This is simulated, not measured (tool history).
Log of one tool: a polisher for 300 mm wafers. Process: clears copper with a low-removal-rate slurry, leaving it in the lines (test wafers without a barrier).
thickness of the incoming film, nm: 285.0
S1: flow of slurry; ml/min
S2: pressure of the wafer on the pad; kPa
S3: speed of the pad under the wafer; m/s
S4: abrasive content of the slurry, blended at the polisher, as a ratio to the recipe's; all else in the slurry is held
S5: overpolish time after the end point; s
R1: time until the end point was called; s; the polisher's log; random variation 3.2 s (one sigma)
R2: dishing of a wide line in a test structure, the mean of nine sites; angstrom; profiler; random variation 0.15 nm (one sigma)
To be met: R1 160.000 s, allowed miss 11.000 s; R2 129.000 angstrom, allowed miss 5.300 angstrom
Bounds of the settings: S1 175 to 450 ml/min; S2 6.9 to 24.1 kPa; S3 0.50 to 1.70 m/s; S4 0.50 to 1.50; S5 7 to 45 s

run,hour,S1,S2,S3,S4,S5,R1,R2
1,0.0,290,15.2,1.10,1.00,23,109.870,356.780
2,3.6,290,17.9,1.10,1.00,23,87.846,395.230
3,9.3,290,17.9,1.10,1.00,18,93.579,325.160
4,12.9,290,17.9,1.10,1.00,22,94.517,381.980
5,20.9,290,17.9,1.10,0.90,22,93.653,382.160
6,22.6,290,15.2,1.10,0.90,22,110.990,332.070
7,25.4,290,15.2,1.04,0.85,20,115.450,289.210
8,33.4,290,15.2,1.00,0.85,19,121.850,269.900
9,36.3,290,15.2,0.98,0.80,18,125.730,251.210
10,39.2,290,15.2,0.96,0.80,17,120.490,237.390
11,44.1,290,15.2,0.94,0.80,16,126.490,218.820
12,45.7,295,11.0,0.94,0.80,7,175.380,75.901
13,50.8,295,11.7,0.92,0.75,7,167.170,80.140
14,56.9,295,11.7,0.90,0.75,7,173.010,76.804
15,65.7,290,13.8,0.88,0.75,18,152.370,211.000
16,68.4,295,10.3,1.08,0.75,13,161.000,141.740
17,76.0,295,9.7,1.14,0.75,11,163.730,118.970
18,84.8,295,9.7,1.14,0.70,11,172.340,120.660

Which of these 4 next moves meets every target?
A,93.6,285,11.0,1.20,0.70,11,?,?
B,93.6,355,10.3,1.08,0.90,13,?,?
C,93.6,345,11.0,1.00,0.90,10,?,?
D,93.6,305,10.3,1.24,0.50,11,?,?

move,R1,R2
A,140.720,143.870
B,154.530,153.370
C,156.210,119.740
D,152.510,133.350
A: takes the result that was furthest off past its target
B: takes the result that was furthest off past its target
C: further off than the last run
D: meets every target
Move D is the one to make.

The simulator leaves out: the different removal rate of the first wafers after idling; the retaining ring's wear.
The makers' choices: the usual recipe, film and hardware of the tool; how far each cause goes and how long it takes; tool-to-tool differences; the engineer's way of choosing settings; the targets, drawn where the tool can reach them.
